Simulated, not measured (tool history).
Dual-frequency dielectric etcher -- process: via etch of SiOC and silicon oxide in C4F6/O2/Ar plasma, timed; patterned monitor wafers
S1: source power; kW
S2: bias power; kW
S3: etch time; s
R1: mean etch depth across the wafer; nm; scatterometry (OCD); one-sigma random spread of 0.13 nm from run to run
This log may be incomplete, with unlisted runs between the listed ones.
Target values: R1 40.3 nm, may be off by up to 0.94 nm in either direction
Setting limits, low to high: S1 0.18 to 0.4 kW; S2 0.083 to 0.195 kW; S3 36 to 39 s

run  hour    S1     S2  S3      R1
  1     0  0.29  0.139  39  34.367
  2     1  0.31  0.142  39  35.609
  3   1.8  0.31  0.125  39  35.282
  4   4.4  0.31  0.113  39  34.552
  5  10.8  0.31  0.103  39  34.373
  6  11.9  0.34  0.103  39  35.992
  7  12.9  0.35  0.106  39  37.001
  8  16.5  0.36  0.107  39   37.46
  9  19.4  0.37  0.108  39  38.073
 10  23.5  0.38  0.109  39  38.662

Which one of the following 5 next-run settings gets every result inside its allowed miss? There is exactly one.
  A  27.6   0.4  0.131  36.5   ?
  B  27.6   0.4  0.117    39   ?
  C  27.6   0.4  0.122  36.5   ?
  D  27.6  0.38   0.11    37   ?
  E  27.6   0.4  0.084    39   ?

move      R1
   A  38.427
   B  40.397
   C  38.031
   D  36.946
   E  38.765
A: misses by more than the last run did
B: every result within its allowed miss
C: misses by more than the last run did
D: misses by more than the last run did
E: nearer than the last run, and not there yet
B meets every target.
